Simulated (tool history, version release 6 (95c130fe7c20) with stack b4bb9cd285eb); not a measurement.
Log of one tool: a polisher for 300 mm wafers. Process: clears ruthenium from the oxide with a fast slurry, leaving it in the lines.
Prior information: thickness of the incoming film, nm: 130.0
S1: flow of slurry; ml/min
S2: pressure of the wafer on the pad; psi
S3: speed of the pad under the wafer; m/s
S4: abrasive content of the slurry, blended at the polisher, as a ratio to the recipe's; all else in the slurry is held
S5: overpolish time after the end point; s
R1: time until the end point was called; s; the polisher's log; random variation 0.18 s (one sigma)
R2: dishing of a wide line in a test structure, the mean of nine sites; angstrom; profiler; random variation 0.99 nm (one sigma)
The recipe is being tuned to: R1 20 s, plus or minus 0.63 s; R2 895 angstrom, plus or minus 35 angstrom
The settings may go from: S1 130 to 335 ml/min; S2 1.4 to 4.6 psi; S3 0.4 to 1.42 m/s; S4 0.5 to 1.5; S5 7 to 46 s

run  hour   S1   S2    S3   S4  S5      R1      R2
  1     0  215    3   0.9    1  24  35.231  692.91
  2   3.2  215  3.5   0.9    1  24  30.794   768.8
  3  11.1  220  3.7  0.92    1  23  28.583  785.01
  4  19.8  220  3.9  0.94    1  22  26.584  796.88
  5  28.8  220  3.9  0.94  1.2  22  25.171  849.76
  6  36.7  220  3.9  0.94  1.2  15  25.343  616.84
  7  41.2  220    4  0.94  1.2  16  24.588  675.81
  8  48.6  220  4.1  0.94  1.2  17  24.039  730.66
  9  52.4  220  4.2  0.94  1.2  17  23.328  739.56
 10  54.1  220  4.3  0.94  1.2  17  23.075  745.09
 11  56.3  225  4.4  0.94  1.2  17  22.244  754.69
 12  61.4  225  4.5  0.96  1.2  18  21.474  813.14

Exactly one of the 5 candidate moves below puts every result within its allowed miss. Which one?
  A  66.5  255  4.6   0.9   1.3  20   ?   ?
  B  66.5  220  4.6  0.94   1.2  24   ?   ?
  C  66.5  275  4.5  1.12   1.1  19   ?   ?
  D  66.5  185  4.6  0.98   1.1  25   ?   ?
  E  66.5  275  4.5  0.98  1.35  19   ?   ?

move      R1      R2
   A  21.255  897.73
   B  21.387  1014.3
   C  18.791  944.57
   D  21.763  1030.3
   E  19.768  911.45
A: an improvement on the last run, though not all results are within tolerance
B: moves away from the targets compared with the last run
C: pushes the last run's worst result past its target
D: moves away from the targets compared with the last run
E: meets every target
Go with E: it meets all targets.

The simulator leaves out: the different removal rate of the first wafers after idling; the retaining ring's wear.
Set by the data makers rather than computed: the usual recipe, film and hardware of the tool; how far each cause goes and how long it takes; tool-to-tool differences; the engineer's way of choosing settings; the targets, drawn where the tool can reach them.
